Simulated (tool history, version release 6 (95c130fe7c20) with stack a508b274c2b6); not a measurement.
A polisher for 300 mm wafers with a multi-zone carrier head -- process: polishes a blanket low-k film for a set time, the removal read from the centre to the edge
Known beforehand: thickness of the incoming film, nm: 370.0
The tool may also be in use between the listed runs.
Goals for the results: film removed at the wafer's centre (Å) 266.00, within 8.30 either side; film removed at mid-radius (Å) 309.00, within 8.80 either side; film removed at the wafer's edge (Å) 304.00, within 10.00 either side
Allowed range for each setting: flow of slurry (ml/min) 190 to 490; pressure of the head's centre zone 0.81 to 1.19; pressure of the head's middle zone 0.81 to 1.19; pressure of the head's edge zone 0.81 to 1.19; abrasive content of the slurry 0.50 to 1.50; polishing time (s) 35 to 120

run,hour,flow of slurry (ml/min),pressure of the head's centre zone,pressure of the head's middle zone,pressure of the head's edge zone,abrasive content of the slurry,polishing time (s),film removed at the wafer's centre (Å),film removed at mid-radius (Å),film removed at the wafer's edge (Å)
1,0.0,315,1.00,1.00,1.00,1.00,77,245.61,236.79,252.66
2,2.4,360,1.00,1.00,1.00,1.00,77,250.21,241.66,250.61
3,9.0,360,0.92,1.00,1.00,1.00,77,235.70,244.71,254.60
4,14.3,325,0.92,1.00,1.00,1.00,77,231.81,242.13,252.07
5,20.3,330,0.92,1.02,1.02,1.05,77,238.18,252.54,260.93
6,26.7,405,0.92,1.02,1.02,1.05,77,243.60,253.31,264.23
7,30.5,405,0.92,1.04,1.03,1.10,77,254.53,266.15,273.11
8,32.1,405,0.91,1.06,1.05,1.10,77,250.44,269.83,272.75
9,39.3,405,0.90,1.07,1.06,1.15,77,250.92,280.03,280.96
10,44.5,405,0.90,1.08,1.07,1.15,77,253.97,284.80,280.24
11,50.9,405,0.90,1.08,1.08,1.15,77,252.34,280.51,282.59

Which single option among these 4 for the next run brings every result within its allowed miss of target? Just one does.
A,57.3,190,0.81,1.18,1.08,1.50,77,?,?,?
B,57.3,490,0.98,1.02,1.02,0.95,87,?,?,?
C,57.3,375,0.84,1.09,1.08,1.15,81,?,?,?
D,57.3,395,0.88,1.10,1.09,1.20,81,?,?,?

move,film removed at the wafer's centre (Å),film removed at mid-radius (Å),film removed at the wafer's edge (Å)
A,243.07,324.13,301.34
B,275.11,281.49,282.95
C,251.13,303.13,297.01
D,265.93,313.20,305.64
A: the result that was furthest off in the last run now lies on the other side of its target
B: no better and no worse than the last run
C: puts the biggest miss on target and leaves a different result outside tolerance
D: each result inside its tolerance
So the answer is move D, the one that meets all the targets.

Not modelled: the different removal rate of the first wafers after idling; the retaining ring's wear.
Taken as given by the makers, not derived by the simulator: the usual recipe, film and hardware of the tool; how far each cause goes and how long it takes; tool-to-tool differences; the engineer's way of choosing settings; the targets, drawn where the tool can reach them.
